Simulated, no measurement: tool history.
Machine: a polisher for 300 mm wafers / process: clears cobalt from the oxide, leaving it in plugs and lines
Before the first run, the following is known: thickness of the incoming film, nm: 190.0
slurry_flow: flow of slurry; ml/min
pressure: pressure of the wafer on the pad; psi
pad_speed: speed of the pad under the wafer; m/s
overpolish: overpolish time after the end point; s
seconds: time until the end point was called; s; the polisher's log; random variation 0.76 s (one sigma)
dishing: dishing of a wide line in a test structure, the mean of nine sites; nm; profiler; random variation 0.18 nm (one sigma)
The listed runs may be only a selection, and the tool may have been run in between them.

{"run": 1, "hour": 0.0, "slurry_flow": 320, "pressure": 1.6, "pad_speed": 1.24, "overpolish": 16, "seconds": 46.507, "dishing": 38.225}
{"run": 2, "hour": 8.0, "slurry_flow": 315, "pressure": 1.5, "pad_speed": 1.22, "overpolish": 14, "seconds": 50.116, "dishing": 34.465}
{"run": 3, "hour": 8.6, "slurry_flow": 315, "pressure": 1.9, "pad_speed": 1.22, "overpolish": 14, "seconds": 41.036, "dishing": 37.443}
{"run": 4, "hour": 10.6, "slurry_flow": 290, "pressure": 1.9, "pad_speed": 1.08, "overpolish": 12, "seconds": 45.719, "dishing": 32.117}
{"run": 5, "hour": 14.8, "slurry_flow": 270, "pressure": 1.9, "pad_speed": 0.98, "overpolish": 11, "seconds": 50.288, "dishing": 28.923}
{"run": 6, "hour": 21.2, "slurry_flow": 255, "pressure": 1.9, "pad_speed": 0.9, "overpolish": 10, "seconds": 56.167, "dishing": 25.911}

Forecast run 7:
{"run": 7, "hour": 24.7, "slurry_flow": 240, "pressure": 1.9, "pad_speed": 0.84, "overpolish": 9, "seconds": "?", "dishing": "?"}

Run 7 gave seconds 59.660 s, dishing 22.312 nm.
